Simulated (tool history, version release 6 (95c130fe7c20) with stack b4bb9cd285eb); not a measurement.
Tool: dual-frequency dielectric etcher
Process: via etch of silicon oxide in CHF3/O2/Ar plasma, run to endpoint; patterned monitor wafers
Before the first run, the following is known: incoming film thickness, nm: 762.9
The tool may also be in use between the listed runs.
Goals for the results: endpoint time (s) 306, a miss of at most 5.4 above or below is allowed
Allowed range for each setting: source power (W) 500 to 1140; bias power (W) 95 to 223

{"run": 1, "hour": 0.0, "source power (W)": 820, "bias power (W)": 159, "endpoint time (s)": 348.82}
{"run": 2, "hour": 4.5, "source power (W)": 820, "bias power (W)": 185, "endpoint time (s)": 332.24}
{"run": 3, "hour": 9.0, "source power (W)": 840, "bias power (W)": 186, "endpoint time (s)": 330.34}
{"run": 4, "hour": 12.3, "source power (W)": 860, "bias power (W)": 187, "endpoint time (s)": 327.18}
{"run": 5, "hour": 21.5, "source power (W)": 770, "bias power (W)": 187, "endpoint time (s)": 337.65}
{"run": 6, "hour": 26.2, "source power (W)": 770, "bias power (W)": 197, "endpoint time (s)": 333.36}
{"run": 7, "hour": 34.3, "source power (W)": 790, "bias power (W)": 198, "endpoint time (s)": 332.89}
{"run": 8, "hour": 43.4, "source power (W)": 810, "bias power (W)": 199, "endpoint time (s)": 324.85}
{"run": 9, "hour": 45.8, "source power (W)": 820, "bias power (W)": 200, "endpoint time (s)": 324.4}
{"run": 10, "hour": 53.8, "source power (W)": 820, "bias power (W)": 200, "endpoint time (s)": 325.98}
{"run": 11, "hour": 61.3, "source power (W)": 840, "bias power (W)": 201, "endpoint time (s)": 321.96}
{"run": 12, "hour": 67.4, "source power (W)": 850, "bias power (W)": 202, "endpoint time (s)": 321.85}
{"run": 13, "hour": 76.4, "source power (W)": 870, "bias power (W)": 203, "endpoint time (s)": 320.19}
{"run": 14, "hour": 82.2, "source power (W)": 880, "bias power (W)": 204, "endpoint time (s)": 316.69}
{"run": 15, "hour": 84.5, "source power (W)": 890, "bias power (W)": 205, "endpoint time (s)": 314.59}
{"run": 16, "hour": 88.4, "source power (W)": 900, "bias power (W)": 205, "endpoint time (s)": 314.47}
{"run": 17, "hour": 95.4, "source power (W)": 910, "bias power (W)": 206, "endpoint time (s)": 313.5}

Exercise: of the 5 proposed moves below, exactly one satisfies all targets within the stated allowed misses. Which move is it?
{"run": "A", "hour": 102.4, "source power (W)": 860, "bias power (W)": 191, "endpoint time (s)": "?"}
{"run": "B", "hour": 102.4, "source power (W)": 1040, "bias power (W)": 223, "endpoint time (s)": "?"}
{"run": "C", "hour": 102.4, "source power (W)": 1010, "bias power (W)": 223, "endpoint time (s)": "?"}
{"run": "D", "hour": 102.4, "source power (W)": 1000, "bias power (W)": 223, "endpoint time (s)": "?"}
{"run": "E", "hour": 102.4, "source power (W)": 890, "bias power (W)": 223, "endpoint time (s)": "?"}

move=A endpoint_time_(s)=324.03
move=B endpoint_time_(s)=292.33
move=C endpoint_time_(s)=295.02
move=D endpoint_time_(s)=295.93
move=E endpoint_time_(s)=306.73
A: its largest miss is bigger than the last run's
B: takes the biggest miss from the last run beyond its target
C: takes the biggest miss from the last run beyond its target
D: takes the biggest miss from the last run beyond its target
E: hits every target within its allowed miss
Answer: E
